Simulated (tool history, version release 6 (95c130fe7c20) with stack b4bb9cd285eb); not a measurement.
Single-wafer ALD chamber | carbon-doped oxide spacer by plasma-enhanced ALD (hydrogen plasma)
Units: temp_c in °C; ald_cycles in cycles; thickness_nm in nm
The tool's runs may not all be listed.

{"run": 1, "hour": 0.0, "temp_c": 415, "ald_cycles": 432, "thickness_nm": 21.106}
{"run": 2, "hour": 2.5, "temp_c": 415, "ald_cycles": 385, "thickness_nm": 18.843}
{"run": 3, "hour": 11.0, "temp_c": 405, "ald_cycles": 385, "thickness_nm": 19.487}
{"run": 4, "hour": 19.0, "temp_c": 405, "ald_cycles": 327, "thickness_nm": 16.527}
{"run": 5, "hour": 23.2, "temp_c": 403, "ald_cycles": 336, "thickness_nm": 17.104}
{"run": 6, "hour": 30.0, "temp_c": 401, "ald_cycles": 341, "thickness_nm": 17.458}
{"run": 7, "hour": 38.6, "temp_c": 400, "ald_cycles": 344, "thickness_nm": 17.589}

Run 8 comes next. What will it give?
{"run": 8, "hour": 46.4, "temp_c": 399, "ald_cycles": 347, "thickness_nm": "?"}

{"run 8": {"thickness_nm": 17.775}}
